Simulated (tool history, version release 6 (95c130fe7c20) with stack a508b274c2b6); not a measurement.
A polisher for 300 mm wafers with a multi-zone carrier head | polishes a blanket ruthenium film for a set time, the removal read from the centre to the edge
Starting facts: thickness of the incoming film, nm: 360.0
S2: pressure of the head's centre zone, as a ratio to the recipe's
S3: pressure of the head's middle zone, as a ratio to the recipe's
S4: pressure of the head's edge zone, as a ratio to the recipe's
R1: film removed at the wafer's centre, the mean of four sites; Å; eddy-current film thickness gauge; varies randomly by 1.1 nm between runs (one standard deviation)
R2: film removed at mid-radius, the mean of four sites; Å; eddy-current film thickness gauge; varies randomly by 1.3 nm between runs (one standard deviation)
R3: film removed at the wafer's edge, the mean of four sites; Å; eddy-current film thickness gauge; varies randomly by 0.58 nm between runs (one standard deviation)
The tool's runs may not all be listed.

run 1 hour=0 | flow_of_slurry_(ml/min)=165 S2=1 S3=1 S4=1 polishing_time_(s)=74 | R1=1100.6 R2=1159.5 R3=1106.4
run 2 hour=3.3 | flow_of_slurry_(ml/min)=165 S2=1 S3=1 S4=1 polishing_time_(s)=89 | R1=1335.1 R2=1370.9 R3=1318.2
run 3 hour=4.3 | flow_of_slurry_(ml/min)=165 S2=1 S3=0.95 S4=1 polishing_time_(s)=89 | R1=1349.8 R2=1322.2 R3=1345.6
run 4 hour=8.3 | flow_of_slurry_(ml/min)=165 S2=1 S3=0.95 S4=1.09 polishing_time_(s)=89 | R1=1281.9 R2=1333 R3=1401.1
run 5 hour=12.9 | flow_of_slurry_(ml/min)=160 S2=0.99 S3=0.96 S4=1.07 polishing_time_(s)=85 | R1=1241.5 R2=1272.6 R3=1299.7
run 6 hour=14.2 | flow_of_slurry_(ml/min)=160 S2=0.99 S3=1 S4=1.07 polishing_time_(s)=85 | R1=1249.4 R2=1295.3 R3=1325.2
run 7 hour=15.8 | flow_of_slurry_(ml/min)=160 S2=0.97 S3=1 S4=1.05 polishing_time_(s)=81 | R1=1178.2 R2=1236.2 R3=1250.4
run 8 hour=16.5 | flow_of_slurry_(ml/min)=160 S2=0.97 S3=1 S4=1.05 polishing_time_(s)=81 | R1=1161.2 R2=1276.3 R3=1245.8
run 9 hour=21 | flow_of_slurry_(ml/min)=155 S2=0.96 S3=1 S4=1.03 polishing_time_(s)=78 | R1=1113 R2=1175 R3=1165.3
run 10 hour=28 | flow_of_slurry_(ml/min)=155 S2=0.95 S3=1.01 S4=1.02 polishing_time_(s)=75 | R1=1050.7 R2=1149 R3=1135.6
run 11 hour=33.6 | flow_of_slurry_(ml/min)=155 S2=0.94 S3=1.02 S4=1 polishing_time_(s)=73 | R1=1006.5 R2=1121.2 R3=1082.2
run 12 hour=36.9 | flow_of_slurry_(ml/min)=155 S2=0.93 S3=1.02 S4=0.98 polishing_time_(s)=71 | R1=936.48 R2=1083 R3=1058.2
run 13 hour=44.7 | flow_of_slurry_(ml/min)=135 S2=1.03 S3=1.12 S4=0.88 polishing_time_(s)=53 | R1=747.5 R2=861.48 R3=723.7
run 14 hour=47.7 | flow_of_slurry_(ml/min)=140 S2=1.02 S3=1.12 S4=0.89 polishing_time_(s)=53 | R1=784.44 R2=875.75 R3=737.09
run 15 hour=52.1 | flow_of_slurry_(ml/min)=145 S2=1.01 S3=1.12 S4=0.9 polishing_time_(s)=53 | R1=750.33 R2=872.12 R3=748.21
run 16 hour=53.9 | flow_of_slurry_(ml/min)=145 S2=1.01 S3=1.12 S4=0.9 polishing_time_(s)=53 | R1=761.61 R2=873.23 R3=745.16

What does the tool deliver on the next run?
run 17 hour=60.2 | flow_of_slurry_(ml/min)=150 S2=1 S3=1.12 S4=0.91 polishing_time_(s)=53 | R1=? R2=? R3=?

{"run 17": {"R1": 757.26, "R2": 855.78, "R3": 756.22}}

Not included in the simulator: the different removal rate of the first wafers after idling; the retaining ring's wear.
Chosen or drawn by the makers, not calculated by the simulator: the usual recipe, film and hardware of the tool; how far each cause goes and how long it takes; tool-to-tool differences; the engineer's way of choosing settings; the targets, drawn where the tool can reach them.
